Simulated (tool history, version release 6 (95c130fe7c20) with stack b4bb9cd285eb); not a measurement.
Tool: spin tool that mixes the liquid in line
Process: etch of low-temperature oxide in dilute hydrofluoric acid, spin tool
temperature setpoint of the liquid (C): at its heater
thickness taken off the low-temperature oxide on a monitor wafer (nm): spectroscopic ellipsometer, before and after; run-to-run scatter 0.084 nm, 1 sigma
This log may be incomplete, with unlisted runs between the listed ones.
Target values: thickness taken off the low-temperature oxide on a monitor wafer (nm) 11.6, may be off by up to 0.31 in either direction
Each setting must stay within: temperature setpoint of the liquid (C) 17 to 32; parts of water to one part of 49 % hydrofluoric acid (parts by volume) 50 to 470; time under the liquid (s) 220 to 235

run,day,temperature setpoint of the liquid (C),parts of water to one part of 49 % hydrofluoric acid (parts by volume),time under the liquid (s),thickness taken off the low-temperature oxide on a monitor wafer (nm)
1,0,24,260,220,16.73
2,0.225,23,265,220,15.681
3,0.408,23,265,235,16.71
4,0.538,22,270,235,15.619
5,0.671,21.5,270,235,15.469
6,0.817,19,270,235,14.117
7,1.146,18.5,275,235,13.491
8,1.4,18.5,280,235,13.22

Next run, 4 choices. One meets every target within its allowed miss, the rest don't. Which?
A,1.654,18,310,220,?
B,1.654,17,265,220,?
C,1.654,21.5,260,235,?
D,1.654,20.5,310,220,?

move,thickness taken off the low-temperature oxide on a monitor wafer (nm)
A,10.698
B,12.498
C,16.233
D,11.744
A: moves the result that the last run missed by most past its target, out the other side
B: nearer than the last run, and not there yet
C: lands further from the targets than the last run did
D: every result within its allowed miss
The right move is D.
